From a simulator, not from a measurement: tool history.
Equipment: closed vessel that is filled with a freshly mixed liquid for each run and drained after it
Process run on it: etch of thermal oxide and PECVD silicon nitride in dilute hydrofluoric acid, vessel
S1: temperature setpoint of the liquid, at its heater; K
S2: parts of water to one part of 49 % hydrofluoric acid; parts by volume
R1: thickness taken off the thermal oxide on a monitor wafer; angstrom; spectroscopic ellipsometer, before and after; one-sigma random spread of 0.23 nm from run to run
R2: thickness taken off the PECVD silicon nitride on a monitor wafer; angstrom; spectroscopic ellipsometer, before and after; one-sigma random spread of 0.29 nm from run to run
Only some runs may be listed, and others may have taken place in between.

Run 1, hour 0: S1 296.15 K, S2 250 parts by volume, time in the liquid (s) 1800. Result: R1 337.69 angstrom, R2 249.91 angstrom.
Run 2, hour 6.9: S1 294.15 K, S2 250 parts by volume, time in the liquid (s) 1800. Result: R1 312.1 angstrom, R2 223.28 angstrom.
Run 3, hour 12.2: S1 297.15 K, S2 250 parts by volume, time in the liquid (s) 1815. Result: R1 349.21 angstrom, R2 271.93 angstrom.
Run 4, hour 21.3: S1 298.65 K, S2 245 parts by volume, time in the liquid (s) 1800. Result: R1 381.74 angstrom, R2 298.38 angstrom.
Run 5, hour 26.6: S1 298.65 K, S2 310 parts by volume, time in the liquid (s) 1800. Result: R1 278.93 angstrom, R2 238.5 angstrom.
Run 6, hour 28.3: S1 298.65 K, S2 310 parts by volume, time in the liquid (s) 2420. Result: R1 375.49 angstrom, R2 318.55 angstrom.
Run 7, hour 32.8: S1 299.65 K, S2 305 parts by volume, time in the liquid (s) 2400. Result: R1 393.53 angstrom, R2 341.86 angstrom.
Run 8, hour 36: S1 299.65 K, S2 305 parts by volume, time in the liquid (s) 2400. Result: R1 396.18 angstrom, R2 339.16 angstrom.
Run 9, hour 40.4: S1 300.15 K, S2 300 parts by volume, time in the liquid (s) 2390. Result: R1 406.45 angstrom, R2 358.28 angstrom.

Expected results for the next run?
Run 10, hour 49.4: S1 300.65 K, S2 295 parts by volume, time in the liquid (s) 2375. Result: R1 ?, R2 ?.

For run 10 the tool returned R1 425.15 angstrom, R2 366.65 angstrom.
